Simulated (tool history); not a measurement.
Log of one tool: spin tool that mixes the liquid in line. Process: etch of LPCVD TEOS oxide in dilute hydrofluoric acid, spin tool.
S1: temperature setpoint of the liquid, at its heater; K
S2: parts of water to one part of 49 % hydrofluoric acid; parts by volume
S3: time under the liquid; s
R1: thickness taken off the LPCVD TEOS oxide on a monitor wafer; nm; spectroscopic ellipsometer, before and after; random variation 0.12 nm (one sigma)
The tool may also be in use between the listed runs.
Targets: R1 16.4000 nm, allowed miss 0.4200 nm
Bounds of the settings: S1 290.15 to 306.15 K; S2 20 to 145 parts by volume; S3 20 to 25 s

{"run": 1, "hour": 0.0, "S1": 298.15, "S2": 80, "S3": 25, "R1": 7.5503}
{"run": 2, "hour": 2.1, "S1": 298.15, "S2": 95, "S3": 25, "R1": 6.3327}
{"run": 3, "hour": 9.7, "S1": 299.65, "S2": 85, "S3": 25, "R1": 7.5481}
{"run": 4, "hour": 12.4, "S1": 299.65, "S2": 85, "S3": 20, "R1": 5.9828}
{"run": 5, "hour": 13.3, "S1": 296.15, "S2": 85, "S3": 20, "R1": 5.2726}
{"run": 6, "hour": 20.2, "S1": 296.15, "S2": 65, "S3": 20, "R1": 7.0848}
{"run": 7, "hour": 27.6, "S1": 298.15, "S2": 60, "S3": 20, "R1": 8.4084}
{"run": 8, "hour": 31.2, "S1": 299.65, "S2": 55, "S3": 20, "R1": 9.6132}
{"run": 9, "hour": 31.8, "S1": 300.65, "S2": 50, "S3": 20, "R1": 11.337}
{"run": 10, "hour": 40.1, "S1": 301.65, "S2": 50, "S3": 20, "R1": 11.838}
{"run": 11, "hour": 44.7, "S1": 302.65, "S2": 50, "S3": 20, "R1": 12.11}
{"run": 12, "hour": 49.1, "S1": 303.15, "S2": 50, "S3": 20, "R1": 12.239}

Which of these 4 next moves meets every target?
{"run": "A", "hour": 53.5, "S1": 304.65, "S2": 50, "S3": 25, "R1": "?"}
{"run": "B", "hour": 53.5, "S1": 302.15, "S2": 40, "S3": 20, "R1": "?"}
{"run": "C", "hour": 53.5, "S1": 303.15, "S2": 35, "S3": 20, "R1": "?"}
{"run": "D", "hour": 53.5, "S1": 303.15, "S2": 45, "S3": 20, "R1": "?"}

move=A R1=16.3750
move=B R1=15.0740
move=C R1=18.0670
move=D R1=13.8350
A: meets every target
B: nearer than the last run, and not there yet
C: takes the result that was furthest off past its target
D: nearer than the last run, and not there yet
Move A is the one to make.

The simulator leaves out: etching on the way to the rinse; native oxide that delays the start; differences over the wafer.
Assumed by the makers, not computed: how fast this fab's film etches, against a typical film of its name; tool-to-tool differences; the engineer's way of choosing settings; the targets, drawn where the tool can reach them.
